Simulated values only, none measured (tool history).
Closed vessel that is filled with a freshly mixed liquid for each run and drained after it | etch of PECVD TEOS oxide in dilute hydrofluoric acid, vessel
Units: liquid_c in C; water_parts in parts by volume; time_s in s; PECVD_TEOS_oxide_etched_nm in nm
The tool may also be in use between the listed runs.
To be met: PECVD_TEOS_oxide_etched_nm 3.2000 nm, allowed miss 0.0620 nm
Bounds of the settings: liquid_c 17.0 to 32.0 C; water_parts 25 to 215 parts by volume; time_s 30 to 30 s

Run 1, day 0.000: liquid_c 24.0 C, water_parts 120 parts by volume, time_s 30 s. Result: PECVD_TEOS_oxide_etched_nm 2.9225 nm.
Run 2, day 0.046: liquid_c 24.0 C, water_parts 120 parts by volume, time_s 30 s. Result: PECVD_TEOS_oxide_etched_nm 2.9296 nm.
Run 3, day 0.358: liquid_c 24.5 C, water_parts 120 parts by volume, time_s 30 s. Result: PECVD_TEOS_oxide_etched_nm 2.9790 nm.
Run 4, day 0.438: liquid_c 21.5 C, water_parts 120 parts by volume, time_s 30 s. Result: PECVD_TEOS_oxide_etched_nm 2.6467 nm.
Run 5, day 0.779: liquid_c 22.5 C, water_parts 120 parts by volume, time_s 30 s. Result: PECVD_TEOS_oxide_etched_nm 2.7607 nm.
Run 6, day 1.029: liquid_c 24.0 C, water_parts 120 parts by volume, time_s 30 s. Result: PECVD_TEOS_oxide_etched_nm 2.9318 nm.
Run 7, day 1.267: liquid_c 24.5 C, water_parts 120 parts by volume, time_s 30 s. Result: PECVD_TEOS_oxide_etched_nm 2.9896 nm.
Run 8, day 1.533: liquid_c 25.0 C, water_parts 120 parts by volume, time_s 30 s. Result: PECVD_TEOS_oxide_etched_nm 3.0363 nm.
Run 9, day 1.650: liquid_c 25.5 C, water_parts 120 parts by volume, time_s 30 s. Result: PECVD_TEOS_oxide_etched_nm 3.1028 nm.

4 next moves are on the table. One of them brings every result within its allowed miss. Which?
Run A, day 1.767: liquid_c 20.0 C, water_parts 100 parts by volume, time_s 30 s. Result: PECVD_TEOS_oxide_etched_nm ?.
Run B, day 1.767: liquid_c 23.5 C, water_parts 105 parts by volume, time_s 30 s. Result: PECVD_TEOS_oxide_etched_nm ?.
Run C, day 1.767: liquid_c 21.0 C, water_parts 105 parts by volume, time_s 30 s. Result: PECVD_TEOS_oxide_etched_nm ?.
Run D, day 1.767: liquid_c 22.5 C, water_parts 105 parts by volume, time_s 30 s. Result: PECVD_TEOS_oxide_etched_nm ?.

move  PECVD_TEOS_oxide_etched_nm
   A                      3.0647
   B                      3.3422
   C                      3.0233
   D                      3.2117
A: further off than the last run
B: takes the result that was furthest off past its target
C: further off than the last run
D: meets every target
Move D is the one to make.
